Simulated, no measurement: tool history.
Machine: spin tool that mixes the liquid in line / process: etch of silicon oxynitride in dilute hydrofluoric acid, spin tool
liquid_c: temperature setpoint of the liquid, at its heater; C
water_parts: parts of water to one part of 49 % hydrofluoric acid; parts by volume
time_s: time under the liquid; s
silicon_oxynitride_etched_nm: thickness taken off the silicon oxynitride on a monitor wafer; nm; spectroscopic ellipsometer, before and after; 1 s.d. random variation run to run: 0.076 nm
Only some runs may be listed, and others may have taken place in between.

Run 1, hour 0: liquid_c 21 C, water_parts 95 parts by volume, time_s 295 s. Result: silicon_oxynitride_etched_nm 4.4147 nm.
Run 2, hour 5.6: liquid_c 23.5 C, water_parts 95 parts by volume, time_s 295 s. Result: silicon_oxynitride_etched_nm 4.9289 nm.
Run 3, hour 7.3: liquid_c 25 C, water_parts 95 parts by volume, time_s 295 s. Result: silicon_oxynitride_etched_nm 5.3462 nm.
Run 4, hour 13.7: liquid_c 26 C, water_parts 95 parts by volume, time_s 295 s. Result: silicon_oxynitride_etched_nm 5.5974 nm.
Run 5, hour 15.9: liquid_c 27 C, water_parts 95 parts by volume, time_s 295 s. Result: silicon_oxynitride_etched_nm 5.8402 nm.
Run 6, hour 18.5: liquid_c 25.5 C, water_parts 95 parts by volume, time_s 295 s. Result: silicon_oxynitride_etched_nm 5.4413 nm.
Run 7, hour 26.8: liquid_c 26.5 C, water_parts 95 parts by volume, time_s 295 s. Result: silicon_oxynitride_etched_nm 5.7284 nm.
Run 8, hour 27.9: liquid_c 27 C, water_parts 95 parts by volume, time_s 295 s. Result: silicon_oxynitride_etched_nm 5.7695 nm.
Run 9, hour 35.2: liquid_c 27.5 C, water_parts 95 parts by volume, time_s 295 s. Result: silicon_oxynitride_etched_nm 5.9481 nm.

What will run 10 give?
Run 10, hour 42.4: liquid_c 28 C, water_parts 95 parts by volume, time_s 295 s. Result: silicon_oxynitride_etched_nm ?.

{"run 10": {"silicon_oxynitride_etched_nm": 6.0059}}
